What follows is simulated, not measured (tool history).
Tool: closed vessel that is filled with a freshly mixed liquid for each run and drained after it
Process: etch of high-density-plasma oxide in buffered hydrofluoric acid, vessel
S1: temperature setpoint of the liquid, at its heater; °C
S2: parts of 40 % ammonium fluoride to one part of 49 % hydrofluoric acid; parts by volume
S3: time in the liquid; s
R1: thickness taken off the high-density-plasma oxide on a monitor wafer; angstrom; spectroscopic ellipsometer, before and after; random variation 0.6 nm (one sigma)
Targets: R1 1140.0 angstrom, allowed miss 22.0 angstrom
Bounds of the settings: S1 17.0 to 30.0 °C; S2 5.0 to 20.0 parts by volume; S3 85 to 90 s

Run 1, hour 0.0: S1 22.0 °C, S2 12.0 parts by volume, S3 85 s. Result: R1 1565.8 angstrom.
Run 2, hour 9.0: S1 22.0 °C, S2 12.0 parts by volume, S3 90 s. Result: R1 1659.4 angstrom.
Run 3, hour 16.0: S1 22.0 °C, S2 10.0 parts by volume, S3 90 s. Result: R1 1977.6 angstrom.
Run 4, hour 22.5: S1 22.0 °C, S2 10.0 parts by volume, S3 90 s. Result: R1 1990.1 angstrom.
Run 5, hour 31.3: S1 21.0 °C, S2 11.0 parts by volume, S3 90 s. Result: R1 1710.8 angstrom.
Run 6, hour 34.7: S1 20.0 °C, S2 11.5 parts by volume, S3 90 s. Result: R1 1553.8 angstrom.
Run 7, hour 36.5: S1 19.5 °C, S2 12.0 parts by volume, S3 90 s. Result: R1 1443.7 angstrom.
Run 8, hour 45.2: S1 19.0 °C, S2 12.0 parts by volume, S3 90 s. Result: R1 1415.8 angstrom.
Run 9, hour 51.3: S1 18.5 °C, S2 12.5 parts by volume, S3 90 s. Result: R1 1319.3 angstrom.
Run 10, hour 57.4: S1 18.0 °C, S2 12.5 parts by volume, S3 90 s. Result: R1 1280.9 angstrom.
Run 11, hour 60.8: S1 17.5 °C, S2 13.0 parts by volume, S3 90 s. Result: R1 1178.6 angstrom.
At hour 68.9: thermometer replaced.
Run 12, hour 68.9: S1 17.0 °C, S2 13.0 parts by volume, S3 90 s. Result: R1 1022.6 angstrom.
Run 13, hour 70.7: S1 17.5 °C, S2 13.0 parts by volume, S3 90 s. Result: R1 1034.9 angstrom.
Run 14, hour 78.9: S1 18.0 °C, S2 13.0 parts by volume, S3 90 s. Result: R1 1072.7 angstrom.
Run 15, hour 87.9: S1 18.5 °C, S2 13.0 parts by volume, S3 90 s. Result: R1 1115.4 angstrom.

Which of these 5 next moves meets every target?
Run A, hour 96.9: S1 21.0 °C, S2 14.5 parts by volume, S3 90 s. Result: R1 ?.
Run B, hour 96.9: S1 19.0 °C, S2 13.5 parts by volume, S3 90 s. Result: R1 ?.
Run C, hour 96.9: S1 20.5 °C, S2 15.0 parts by volume, S3 90 s. Result: R1 ?.
Run D, hour 96.9: S1 17.0 °C, S2 11.5 parts by volume, S3 85 s. Result: R1 ?.
Run E, hour 96.9: S1 18.5 °C, S2 12.0 parts by volume, S3 90 s. Result: R1 ?.

move      R1
   A  1153.9
   B  1106.5
   C  1085.4
   D  1091.5
   E  1207.3
A: meets every target
B: further off than the last run
C: further off than the last run
D: further off than the last run
E: takes the result that was furthest off past its target
Answer: A

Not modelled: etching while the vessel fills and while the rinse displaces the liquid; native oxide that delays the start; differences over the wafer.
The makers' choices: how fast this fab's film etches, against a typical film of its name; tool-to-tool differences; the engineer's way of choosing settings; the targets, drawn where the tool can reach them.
